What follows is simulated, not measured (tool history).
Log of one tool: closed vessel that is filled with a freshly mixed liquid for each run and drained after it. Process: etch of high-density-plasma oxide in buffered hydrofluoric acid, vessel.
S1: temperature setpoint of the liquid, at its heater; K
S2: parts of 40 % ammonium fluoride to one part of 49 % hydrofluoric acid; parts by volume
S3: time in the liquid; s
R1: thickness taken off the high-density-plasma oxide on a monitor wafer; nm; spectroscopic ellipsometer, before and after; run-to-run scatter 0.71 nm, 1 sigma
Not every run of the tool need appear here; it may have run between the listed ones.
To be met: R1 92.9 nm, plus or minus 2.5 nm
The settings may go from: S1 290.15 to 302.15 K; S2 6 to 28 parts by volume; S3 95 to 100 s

run 1 hour=0 | S1=294.15 S2=17 S3=95 | R1=85.43
run 2 hour=3.3 | S1=294.15 S2=21 S3=95 | R1=69.857
run 3 hour=4.7 | S1=295.65 S2=21 S3=95 | R1=74.076
run 4 hour=6 | S1=298.15 S2=21 S3=95 | R1=85.053
run 5 hour=11.4 | S1=296.15 S2=21 S3=95 | R1=77.073
run 6 hour=18.8 | S1=296.65 S2=21 S3=95 | R1=78.819
run 7 hour=25.3 | S1=297.15 S2=21 S3=95 | R1=80.826
-- hour=29.5 hydrofluoric acid flow meter replaced
run 8 hour=29.5 | S1=297.65 S2=21 S3=95 | R1=74.935
run 9 hour=32 | S1=301.65 S2=18 S3=95 | R1=108.33
run 10 hour=36.4 | S1=300.65 S2=18 S3=95 | R1=102.73

Which one of the following 5 next-run settings gets every result inside its allowed miss? There is exactly one.
run A hour=40.8 | S1=302.15 S2=20.5 S3=95 | R1=?
run B hour=40.8 | S1=299.15 S2=21 S3=100 | R1=?
run C hour=40.8 | S1=302.15 S2=21.5 S3=100 | R1=?
run D hour=40.8 | S1=302.15 S2=22 S3=100 | R1=?
run E hour=40.8 | S1=298.65 S2=19 S3=100 | R1=?

move=A R1=99.422
move=B R1=87.651
move=C R1=101.3
move=D R1=99.718
move=E R1=92.791
A: moves toward the targets from the last run without getting all of them in spec
B: moves the result that the last run missed by most past its target, out the other side
C: moves toward the targets from the last run without getting all of them in spec
D: moves toward the targets from the last run without getting all of them in spec
E: meets every target
Move E is the one to make.

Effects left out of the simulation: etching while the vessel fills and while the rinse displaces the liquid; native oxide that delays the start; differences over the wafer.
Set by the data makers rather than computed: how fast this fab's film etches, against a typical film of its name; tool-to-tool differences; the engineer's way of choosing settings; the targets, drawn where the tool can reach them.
